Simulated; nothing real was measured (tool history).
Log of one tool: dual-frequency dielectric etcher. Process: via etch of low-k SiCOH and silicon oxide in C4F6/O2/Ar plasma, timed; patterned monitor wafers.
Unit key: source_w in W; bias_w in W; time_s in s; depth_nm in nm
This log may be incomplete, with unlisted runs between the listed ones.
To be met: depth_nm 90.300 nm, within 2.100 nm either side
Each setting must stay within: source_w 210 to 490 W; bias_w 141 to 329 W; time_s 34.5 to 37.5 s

Run 1, day 0.000: source_w 350 W, bias_w 235 W, time_s 37.5 s. Result: depth_nm 110.180 nm.
Run 2, day 0.050: source_w 350 W, bias_w 206 W, time_s 37.5 s. Result: depth_nm 106.210 nm.
Run 3, day 0.308: source_w 320 W, bias_w 199 W, time_s 37.5 s. Result: depth_nm 102.030 nm.
Run 4, day 0.546: source_w 300 W, bias_w 193 W, time_s 37.5 s. Result: depth_nm 98.549 nm.
Run 5, day 0.708: source_w 280 W, bias_w 190 W, time_s 37.5 s. Result: depth_nm 93.800 nm.
Run 6, day 1.017: source_w 320 W, bias_w 190 W, time_s 37.5 s. Result: depth_nm 100.050 nm.
Run 7, day 1.162: source_w 300 W, bias_w 187 W, time_s 37.5 s. Result: depth_nm 97.263 nm.
Run 8, day 1.254: source_w 240 W, bias_w 176 W, time_s 37.5 s. Result: depth_nm 87.812 nm.
Run 9, day 1.600: source_w 240 W, bias_w 177 W, time_s 37.5 s. Result: depth_nm 87.146 nm.

Next run, 4 choices. One meets every target within its allowed miss, the rest don't. Which?
Run A, day 1.946: source_w 260 W, bias_w 171 W, time_s 37.5 s. Result: depth_nm ?.
Run B, day 1.946: source_w 300 W, bias_w 219 W, time_s 35.5 s. Result: depth_nm ?.
Run C, day 1.946: source_w 350 W, bias_w 143 W, time_s 36.0 s. Result: depth_nm ?.
Run D, day 1.946: source_w 230 W, bias_w 171 W, time_s 37.0 s. Result: depth_nm ?.

move  depth_nm
   A    90.138
   B    96.330
   C    94.068
   D    84.458
A: every result lands within tolerance
B: carries the result that was furthest off beyond its target, to the other side
C: carries the result that was furthest off beyond its target, to the other side
D: its largest miss is bigger than the last run's
The move that meets every target is A.

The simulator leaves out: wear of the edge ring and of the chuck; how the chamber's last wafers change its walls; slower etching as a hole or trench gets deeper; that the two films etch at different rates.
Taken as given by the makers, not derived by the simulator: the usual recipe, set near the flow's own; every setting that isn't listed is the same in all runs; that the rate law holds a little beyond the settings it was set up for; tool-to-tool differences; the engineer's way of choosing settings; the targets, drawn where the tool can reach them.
